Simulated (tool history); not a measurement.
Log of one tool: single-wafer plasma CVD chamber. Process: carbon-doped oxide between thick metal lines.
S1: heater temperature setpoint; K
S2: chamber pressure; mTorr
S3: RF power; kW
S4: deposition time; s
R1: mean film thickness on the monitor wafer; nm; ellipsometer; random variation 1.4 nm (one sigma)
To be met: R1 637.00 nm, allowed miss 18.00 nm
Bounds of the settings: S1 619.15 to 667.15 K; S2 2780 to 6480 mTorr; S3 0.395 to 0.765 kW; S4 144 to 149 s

run  hour      S1    S2     S3   S4      R1
  1   0.0  643.15  4630  0.580  144  773.70
  2   1.3  643.15  4630  0.580  149  805.70
  3   7.7  643.15  4630  0.580  149  802.78
  4  15.1  643.15  4510  0.535  148  739.35
  5  18.6  643.15  3710  0.535  148  724.93
  6  25.1  643.15  3330  0.535  148  717.07
  7  29.2  643.15  3260  0.515  148  691.56
  8  31.2  643.15  3190  0.505  148  673.98
  9  35.1  643.15  3120  0.500  148  667.75
 10  43.5  643.15  3060  0.495  148  660.94

5 next moves are on the table. One of them brings every result within its allowed miss. Which?
  A  51.9  643.15  2800  0.505  149   ?
  B  51.9  642.15  3200  0.480  149   ?
  C  51.9  651.15  2780  0.515  149   ?
  D  51.9  650.15  2810  0.520  149   ?
  E  51.9  664.15  3620  0.525  149   ?

move      R1
   A  674.00
   B  643.04
   C  674.88
   D  683.46
   E  682.97
A: further off than the last run
B: meets every target
C: further off than the last run
D: further off than the last run
E: further off than the last run
Answer: B
